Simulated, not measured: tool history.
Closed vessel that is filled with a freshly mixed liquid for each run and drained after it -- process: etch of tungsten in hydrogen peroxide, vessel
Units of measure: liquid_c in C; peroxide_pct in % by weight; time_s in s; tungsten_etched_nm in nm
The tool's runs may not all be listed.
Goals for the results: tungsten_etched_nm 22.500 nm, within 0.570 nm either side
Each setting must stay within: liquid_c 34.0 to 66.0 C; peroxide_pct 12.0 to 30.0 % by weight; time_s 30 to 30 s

| run | hour | liquid_c | peroxide_pct | time_s | tungsten_etched_nm |
|---|---|---|---|---|---|
| 1 | 0.0 | 50.0 | 22.5 | 30 | 28.707 |
| 2 | 3.5 | 55.5 | 22.5 | 30 | 40.185 |
| 3 | 7.4 | 55.5 | 27.5 | 30 | 44.528 |
| 4 | 15.1 | 52.0 | 27.5 | 30 | 36.034 |
| 5 | 17.3 | 52.0 | 30.0 | 30 | 37.613 |
| 6 | 20.9 | 52.0 | 30.0 | 30 | 37.542 |
| 7 | 23.0 | 49.5 | 30.0 | 30 | 32.627 |
| 8 | 29.7 | 47.5 | 30.0 | 30 | 28.358 |
| 9 | 35.1 | 46.5 | 30.0 | 30 | 26.587 |
| 10 | 37.9 | 45.5 | 30.0 | 30 | 25.200 |
| 11 | 45.1 | 45.0 | 30.0 | 30 | 24.345 |
| 12 | 49.2 | 44.5 | 30.0 | 30 | 23.696 |
| 13 | 54.5 | 44.5 | 30.0 | 30 | 23.850 |

Of the 4 settings listed for the next run, only one would bring every result within its allowed miss of target. Which one?
| A | 59.8 | 45.5 | 30.0 | 30 | ? |
| B | 59.8 | 44.0 | 29.0 | 30 | ? |
| C | 59.8 | 46.0 | 29.5 | 30 | ? |
| D | 59.8 | 45.0 | 30.0 | 30 | ? |

| move | tungsten_etched_nm |
|---|---|
| A | 25.104 |
| B | 22.451 |
| C | 25.688 |
| D | 24.326 |
A: lands further from the targets than the last run did
B: hits every target within its allowed miss
C: lands further from the targets than the last run did
D: lands further from the targets than the last run did
The move that meets every target is B.

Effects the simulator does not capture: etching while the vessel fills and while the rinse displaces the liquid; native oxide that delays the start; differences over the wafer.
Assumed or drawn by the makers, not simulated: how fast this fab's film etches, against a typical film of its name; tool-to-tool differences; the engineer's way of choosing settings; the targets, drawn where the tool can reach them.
